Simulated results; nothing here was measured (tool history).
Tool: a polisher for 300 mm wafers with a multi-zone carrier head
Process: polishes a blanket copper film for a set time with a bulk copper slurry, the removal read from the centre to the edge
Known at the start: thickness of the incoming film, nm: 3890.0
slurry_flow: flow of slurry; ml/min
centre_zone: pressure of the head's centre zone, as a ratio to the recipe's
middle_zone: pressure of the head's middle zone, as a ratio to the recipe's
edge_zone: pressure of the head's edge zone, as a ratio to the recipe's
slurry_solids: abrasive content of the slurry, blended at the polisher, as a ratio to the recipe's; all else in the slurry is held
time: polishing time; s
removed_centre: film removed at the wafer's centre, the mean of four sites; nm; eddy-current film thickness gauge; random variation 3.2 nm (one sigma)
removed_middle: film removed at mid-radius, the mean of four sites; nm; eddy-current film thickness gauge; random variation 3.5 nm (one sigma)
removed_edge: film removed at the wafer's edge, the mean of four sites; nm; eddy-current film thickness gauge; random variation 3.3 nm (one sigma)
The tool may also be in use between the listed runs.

| run | hour | slurry_flow | centre_zone | middle_zone | edge_zone | slurry_solids | time | removed_centre | removed_middle | removed_edge |
|---|---|---|---|---|---|---|---|---|---|---|
| 1 | 0 | 135 | 1 | 1 | 1 | 1 | 55 | 340.2 | 342.69 | 343.19 |
| 2 | 5.2 | 135 | 1 | 1 | 1 | 0.9 | 55 | 330.38 | 329.65 | 343.4 |
| 3 | 11.8 | 140 | 1.01 | 1.01 | 1.02 | 0.9 | 55 | 335.22 | 339.5 | 341.94 |
| 4 | 20.1 | 145 | 1.01 | 1 | 1.04 | 0.95 | 55 | 339.9 | 337.75 | 349.41 |
| 5 | 21 | 150 | 1.01 | 1 | 1.06 | 1 | 55 | 347.23 | 350.91 | 359.11 |
| 6 | 27.2 | 150 | 1.01 | 1 | 1.06 | 1.1 | 55 | 356.92 | 363.24 | 365 |
| 7 | 28.9 | 155 | 1.01 | 1 | 1.07 | 1.1 | 55 | 358.58 | 358.61 | 368.81 |
| 8 | 30.9 | 160 | 1.01 | 1 | 1.08 | 1.1 | 55 | 357.75 | 358.96 | 375.62 |

Forecast run 9:
| 9 | 37.9 | 165 | 1.02 | 1.01 | 1.08 | 1.1 | 55 | ? | ? | ? |

{"run 9": {"removed_centre": 365.67, "removed_middle": 363.91, "removed_edge": 375.55}}
